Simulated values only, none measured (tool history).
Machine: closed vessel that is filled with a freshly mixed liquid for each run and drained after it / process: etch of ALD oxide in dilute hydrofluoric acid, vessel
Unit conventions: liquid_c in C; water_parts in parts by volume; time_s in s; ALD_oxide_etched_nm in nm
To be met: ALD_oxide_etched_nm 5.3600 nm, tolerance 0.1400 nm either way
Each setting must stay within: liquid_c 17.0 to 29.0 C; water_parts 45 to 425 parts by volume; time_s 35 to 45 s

Run 1, hour 0.0: liquid_c 21.0 C, water_parts 235 parts by volume, time_s 45 s. Result: ALD_oxide_etched_nm 2.8904 nm.
Run 2, hour 5.2: liquid_c 22.0 C, water_parts 225 parts by volume, time_s 45 s. Result: ALD_oxide_etched_nm 3.1382 nm.
Run 3, hour 8.4: liquid_c 23.0 C, water_parts 215 parts by volume, time_s 45 s. Result: ALD_oxide_etched_nm 3.4849 nm.
Run 4, hour 10.4: liquid_c 24.0 C, water_parts 210 parts by volume, time_s 45 s. Result: ALD_oxide_etched_nm 3.6943 nm.
Run 5, hour 19.4: liquid_c 24.0 C, water_parts 245 parts by volume, time_s 45 s. Result: ALD_oxide_etched_nm 3.0262 nm.
Run 6, hour 23.1: liquid_c 24.5 C, water_parts 235 parts by volume, time_s 45 s. Result: ALD_oxide_etched_nm 3.3089 nm.
Run 7, hour 30.6: liquid_c 25.0 C, water_parts 225 parts by volume, time_s 45 s. Result: ALD_oxide_etched_nm 3.4822 nm.
Run 8, hour 35.3: liquid_c 25.5 C, water_parts 215 parts by volume, time_s 45 s. Result: ALD_oxide_etched_nm 3.7727 nm.
Run 9, hour 39.6: liquid_c 25.5 C, water_parts 215 parts by volume, time_s 45 s. Result: ALD_oxide_etched_nm 3.7758 nm.
Run 10, hour 44.1: liquid_c 26.0 C, water_parts 210 parts by volume, time_s 45 s. Result: ALD_oxide_etched_nm 3.9436 nm.
Run 11, hour 52.9: liquid_c 26.5 C, water_parts 205 parts by volume, time_s 45 s. Result: ALD_oxide_etched_nm 4.1906 nm.

4 next moves are on the table. One of them brings every result within its allowed miss. Which?
Run A, hour 61.7: liquid_c 27.0 C, water_parts 160 parts by volume, time_s 45 s. Result: ALD_oxide_etched_nm ?.
Run B, hour 61.7: liquid_c 27.0 C, water_parts 175 parts by volume, time_s 45 s. Result: ALD_oxide_etched_nm ?.
Run C, hour 61.7: liquid_c 24.5 C, water_parts 170 parts by volume, time_s 45 s. Result: ALD_oxide_etched_nm ?.
Run D, hour 61.7: liquid_c 27.0 C, water_parts 170 parts by volume, time_s 45 s. Result: ALD_oxide_etched_nm ?.

move  ALD_oxide_etched_nm
   A               5.6578
   B               5.0808
   C               4.7964
   D               5.2615
A: the result that was furthest off in the last run now lies on the other side of its target
B: nearer than the last run, and not there yet
C: nearer than the last run, and not there yet
D: meets every target
The right move is D.

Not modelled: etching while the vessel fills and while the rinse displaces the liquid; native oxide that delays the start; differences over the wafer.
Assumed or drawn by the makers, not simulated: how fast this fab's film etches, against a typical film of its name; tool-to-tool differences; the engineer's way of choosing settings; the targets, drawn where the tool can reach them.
